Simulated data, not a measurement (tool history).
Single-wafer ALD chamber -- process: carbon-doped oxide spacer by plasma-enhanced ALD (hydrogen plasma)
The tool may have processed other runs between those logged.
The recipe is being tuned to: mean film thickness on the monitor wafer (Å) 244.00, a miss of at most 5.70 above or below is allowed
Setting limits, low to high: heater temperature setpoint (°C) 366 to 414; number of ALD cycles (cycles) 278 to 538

run,day,heater temperature setpoint (°C),number of ALD cycles (cycles),mean film thickness on the monitor wafer (Å)
1,0.000,390,408,204.42
2,0.200,390,429,215.44
3,0.533,390,444,223.44
4,0.883,395,444,222.41
5,1.104,395,398,200.19
6,1.429,404,398,199.33
7,1.575,404,423,210.25
8,1.896,404,442,221.06
9,2.192,404,454,225.98
10,2.288,404,464,232.24
11,2.379,404,464,230.97
12,2.550,404,471,235.10

Exercise: of the 4 proposed moves below, exactly one satisfies all targets within the stated allowed misses. Which move is it?
A,2.721,404,460,?
B,2.721,408,461,?
C,2.721,406,491,?
D,2.721,405,460,?

move,mean film thickness on the monitor wafer (Å)
A,229.37
B,227.32
C,243.47
D,228.73
A: the biggest miss grows against the last run
B: the biggest miss grows against the last run
C: each result inside its tolerance
D: the biggest miss grows against the last run
Correct choice: C, which meets every target
